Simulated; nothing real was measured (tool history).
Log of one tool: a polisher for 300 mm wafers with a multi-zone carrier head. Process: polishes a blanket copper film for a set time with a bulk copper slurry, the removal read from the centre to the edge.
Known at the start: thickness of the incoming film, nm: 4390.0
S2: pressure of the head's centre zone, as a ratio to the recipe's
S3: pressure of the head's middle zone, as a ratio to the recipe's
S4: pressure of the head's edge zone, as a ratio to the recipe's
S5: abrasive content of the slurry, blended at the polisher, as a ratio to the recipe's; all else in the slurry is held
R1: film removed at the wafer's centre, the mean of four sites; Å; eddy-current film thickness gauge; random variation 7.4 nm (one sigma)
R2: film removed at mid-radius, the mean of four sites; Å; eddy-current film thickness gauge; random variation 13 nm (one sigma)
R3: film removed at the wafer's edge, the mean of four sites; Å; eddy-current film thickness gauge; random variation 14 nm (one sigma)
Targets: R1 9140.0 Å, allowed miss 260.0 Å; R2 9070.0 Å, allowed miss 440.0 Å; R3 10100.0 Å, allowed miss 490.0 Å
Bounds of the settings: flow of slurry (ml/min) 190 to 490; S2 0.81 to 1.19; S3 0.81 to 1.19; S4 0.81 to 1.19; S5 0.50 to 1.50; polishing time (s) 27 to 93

Run 1, hour 0.0: flow of slurry (ml/min) 315, S2 1.00, S3 1.00, S4 1.00, S5 1.00, polishing time (s) 59. Result: R1 8190.0 Å, R2 7869.3 Å, R3 7912.2 Å.
Run 2, hour 1.8: flow of slurry (ml/min) 315, S2 0.99, S3 1.00, S4 1.04, S5 1.10, polishing time (s) 60. Result: R1 8485.2 Å, R2 8104.4 Å, R3 8349.9 Å.
Run 3, hour 10.0: flow of slurry (ml/min) 315, S2 0.97, S3 1.00, S4 1.07, S5 1.20, polishing time (s) 61. Result: R1 8602.4 Å, R2 8367.1 Å, R3 8698.5 Å.
Run 4, hour 11.8: flow of slurry (ml/min) 315, S2 0.96, S3 0.99, S4 1.10, S5 1.25, polishing time (s) 62. Result: R1 8793.8 Å, R2 8419.3 Å, R3 9068.2 Å.
Run 5, hour 13.1: flow of slurry (ml/min) 315, S2 0.96, S3 0.99, S4 1.02, S5 1.25, polishing time (s) 62. Result: R1 8667.7 Å, R2 8335.7 Å, R3 8928.8 Å.
Run 6, hour 14.4: flow of slurry (ml/min) 315, S2 0.95, S3 0.99, S4 1.03, S5 1.30, polishing time (s) 63. Result: R1 9041.3 Å, R2 9100.7 Å, R3 8983.0 Å.
Run 7, hour 19.5: flow of slurry (ml/min) 295, S2 0.89, S3 0.89, S4 1.13, S5 1.10, polishing time (s) 70. Result: R1 8874.8 Å, R2 8592.2 Å, R3 10097.0 Å.
Run 8, hour 22.1: flow of slurry (ml/min) 300, S2 0.89, S3 0.90, S4 1.13, S5 1.10, polishing time (s) 70. Result: R1 8871.9 Å, R2 8476.1 Å, R3 10190.0 Å.

Which of these 5 next moves meets every target?
Run A, hour 24.7: flow of slurry (ml/min) 420, S2 0.90, S3 0.82, S4 1.07, S5 1.15, polishing time (s) 68. Result: R1 ?, R2 ?, R3 ?.
Run B, hour 24.7: flow of slurry (ml/min) 300, S2 0.84, S3 0.81, S4 1.19, S5 1.00, polishing time (s) 74. Result: R1 ?, R2 ?, R3 ?.
Run C, hour 24.7: flow of slurry (ml/min) 205, S2 0.92, S3 0.86, S4 1.18, S5 1.15, polishing time (s) 69. Result: R1 ?, R2 ?, R3 ?.
Run D, hour 24.7: flow of slurry (ml/min) 320, S2 0.93, S3 0.95, S4 1.15, S5 1.20, polishing time (s) 67. Result: R1 ?, R2 ?, R3 ?.
Run E, hour 24.7: flow of slurry (ml/min) 310, S2 0.87, S3 0.91, S4 1.12, S5 1.15, polishing time (s) 68. Result: R1 ?, R2 ?, R3 ?.

move      R1      R2       R3
   A  9029.1  8266.5   9932.2
   B  8541.4  8330.7  10745.0
   C  8548.4  8017.6   9943.5
   D  9070.2  9050.0  10064.0
   E  8477.8  8746.6   9944.3
A: further off than the last run
B: further off than the last run
C: further off than the last run
D: meets every target
E: brings the result that was furthest off to its target, and leaves another outside
The right move is D.

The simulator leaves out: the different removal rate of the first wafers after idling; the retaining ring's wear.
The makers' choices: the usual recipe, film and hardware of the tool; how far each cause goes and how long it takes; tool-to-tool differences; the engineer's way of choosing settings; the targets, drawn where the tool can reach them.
